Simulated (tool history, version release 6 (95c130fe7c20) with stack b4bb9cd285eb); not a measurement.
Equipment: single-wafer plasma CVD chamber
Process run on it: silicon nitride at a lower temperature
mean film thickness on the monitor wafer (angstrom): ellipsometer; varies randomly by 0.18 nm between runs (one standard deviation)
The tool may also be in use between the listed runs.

| run | hour | heater temperature setpoint (deg C) | chamber pressure (Pa) | RF power (W) | deposition time (s) | mean film thickness on the monitor wafer (angstrom) |
|---|---|---|---|---|---|---|
| 1 | 0 | 355 | 248 | 380 | 21.9 | 287.27 |
| 2 | 1.7 | 355 | 268 | 385 | 21.9 | 297.01 |
| 3 | 2.8 | 355 | 309 | 385 | 21.9 | 305.88 |
| 4 | 11 | 355 | 309 | 360 | 21.9 | 286.03 |
| 5 | 18 | 355 | 309 | 305 | 21.9 | 246.51 |
| 6 | 20.3 | 355 | 317 | 330 | 21.9 | 264.17 |
| 7 | 27.7 | 355 | 323 | 350 | 21.9 | 284.31 |
| 8 | 36.3 | 355 | 328 | 360 | 21.9 | 293.08 |
| 9 | 43.1 | 355 | 332 | 370 | 21.9 | 297.04 |
| 10 | 50.8 | 355 | 335 | 380 | 21.9 | 303.7 |
| 11 | 59.5 | 355 | 336 | 385 | 21.9 | 307.02 |

Run 12 has not been measured yet. What should we expect?
| 12 | 66.3 | 355 | 348 | 420 | 21.9 | ? |

mean film thickness on the monitor wafer (angstrom): 334.24

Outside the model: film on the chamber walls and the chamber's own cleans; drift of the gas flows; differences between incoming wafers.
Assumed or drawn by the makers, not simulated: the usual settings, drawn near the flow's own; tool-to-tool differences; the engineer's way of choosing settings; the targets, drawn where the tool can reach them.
